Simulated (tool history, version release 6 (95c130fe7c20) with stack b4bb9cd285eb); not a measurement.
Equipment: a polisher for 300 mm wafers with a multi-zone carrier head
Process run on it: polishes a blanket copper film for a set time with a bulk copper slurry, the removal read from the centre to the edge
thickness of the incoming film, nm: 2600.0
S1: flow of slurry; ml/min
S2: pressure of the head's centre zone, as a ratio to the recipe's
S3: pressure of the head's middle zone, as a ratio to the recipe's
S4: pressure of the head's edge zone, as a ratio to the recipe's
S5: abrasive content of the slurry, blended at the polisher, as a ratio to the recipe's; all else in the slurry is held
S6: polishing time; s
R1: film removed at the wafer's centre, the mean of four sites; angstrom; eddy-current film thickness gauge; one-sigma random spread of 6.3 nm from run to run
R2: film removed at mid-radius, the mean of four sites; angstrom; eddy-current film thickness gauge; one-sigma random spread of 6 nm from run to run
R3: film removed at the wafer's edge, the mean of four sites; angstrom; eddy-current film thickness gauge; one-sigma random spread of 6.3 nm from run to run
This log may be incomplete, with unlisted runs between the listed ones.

run	day	S1	S2	S3	S4	S5	S6	R1	R2	R3
1	0	170	1	1	1	1	65	6259.6	5896.5	6171.7
2	0.238	170	1	1	1	0.9	65	6225.9	5758.3	5845.7
3	0.312	170	0.94	1	1	0.9	65	6040.6	5861.2	6125.3
4	0.342	170	0.89	1	1	0.9	65	5531.3	5722.3	5906.3
5	0.525	170	0.89	0.99	0.98	0.85	64	5389.9	5537.2	5752.5
6	0.596	170	0.9	0.98	0.96	0.8	63	5368.4	5490.8	5574.8
7	0.854	155	0.98	0.88	0.87	0.55	54	4500.4	3863.8	4158.1
8	0.908	160	0.98	0.89	0.88	0.55	54	4517.3	3930.4	4209.5
9	1.217	165	0.98	0.9	0.88	0.55	54	4556.8	3936.4	4371.7
10	1.262	165	1.05	1	0.81	0.65	53	4962.9	4374	4133.1
11	1.346	165	1.04	1	0.82	0.65	53	4761.1	4413.1	4062.4

Forecast run 12:
12	1.438	170	1.04	0.92	0.92	0.9	55	?	?	?

Run 12 yielded R1 5381.9 angstrom, R2 4501.2 angstrom, R3 4935.5 angstrom.

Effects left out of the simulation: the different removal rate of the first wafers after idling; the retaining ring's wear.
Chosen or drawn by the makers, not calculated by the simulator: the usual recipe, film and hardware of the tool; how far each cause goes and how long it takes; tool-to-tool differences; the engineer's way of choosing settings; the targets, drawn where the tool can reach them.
